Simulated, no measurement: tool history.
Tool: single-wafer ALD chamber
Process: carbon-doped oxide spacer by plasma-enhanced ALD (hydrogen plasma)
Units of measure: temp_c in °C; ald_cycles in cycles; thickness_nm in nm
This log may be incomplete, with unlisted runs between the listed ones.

{"run": 1, "hour": 0.0, "temp_c": 405, "ald_cycles": 358, "thickness_nm": 19.594}
{"run": 2, "hour": 0.8, "temp_c": 403, "ald_cycles": 377, "thickness_nm": 20.763}
{"run": 3, "hour": 5.1, "temp_c": 402, "ald_cycles": 391, "thickness_nm": 21.635}
{"run": 4, "hour": 13.0, "temp_c": 401, "ald_cycles": 401, "thickness_nm": 22.095}
{"run": 5, "hour": 16.3, "temp_c": 401, "ald_cycles": 352, "thickness_nm": 19.502}
{"run": 6, "hour": 21.1, "temp_c": 406, "ald_cycles": 352, "thickness_nm": 19.25}
{"run": 7, "hour": 29.8, "temp_c": 405, "ald_cycles": 375, "thickness_nm": 20.561}
{"run": 8, "hour": 33.3, "temp_c": 404, "ald_cycles": 391, "thickness_nm": 21.507}

For run 9, what comes out?
{"run": 9, "hour": 36.2, "temp_c": 403, "ald_cycles": 402, "thickness_nm": "?"}

thickness_nm: 22.087 nm

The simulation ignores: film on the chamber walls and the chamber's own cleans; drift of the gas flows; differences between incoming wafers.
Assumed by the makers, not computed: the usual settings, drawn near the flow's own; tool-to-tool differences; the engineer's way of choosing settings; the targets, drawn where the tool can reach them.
